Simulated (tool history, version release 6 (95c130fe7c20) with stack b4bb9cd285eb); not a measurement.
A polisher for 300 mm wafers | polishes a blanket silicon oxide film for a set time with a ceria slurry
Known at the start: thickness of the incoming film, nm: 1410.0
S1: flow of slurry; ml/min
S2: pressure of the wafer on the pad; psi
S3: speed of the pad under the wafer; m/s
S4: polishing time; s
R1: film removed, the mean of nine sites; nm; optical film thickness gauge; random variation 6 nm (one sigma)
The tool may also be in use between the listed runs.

| run | hour | S1 | S2 | S3 | S4 | R1 |
|---|---|---|---|---|---|---|
| 1 | 0 | 125 | 3.2 | 0.98 | 57 | 287.05 |
| 2 | 2.9 | 110 | 3.2 | 0.98 | 57 | 263.91 |
| 3 | 7.5 | 125 | 3.2 | 0.98 | 57 | 279.67 |
| 4 | 11.6 | 125 | 3.2 | 1.14 | 57 | 325.82 |
|  | 16.3 | slurry nozzle cleaned |
| 5 | 16.3 | 130 | 3.3 | 1.14 | 57 | 351.6 |
| 6 | 22.2 | 105 | 3.3 | 1.14 | 57 | 331.82 |
| 7 | 23.3 | 110 | 3.4 | 1.14 | 57 | 341.26 |
| 8 | 31.8 | 115 | 3.5 | 1.14 | 57 | 353.53 |
| 9 | 35.4 | 120 | 3.6 | 1.14 | 57 | 369.01 |

The next listed run, before its measurement:
| 10 | 43.4 | 125 | 3.6 | 1.14 | 57 | ? |

Run 10 gave R1 373.67 nm.
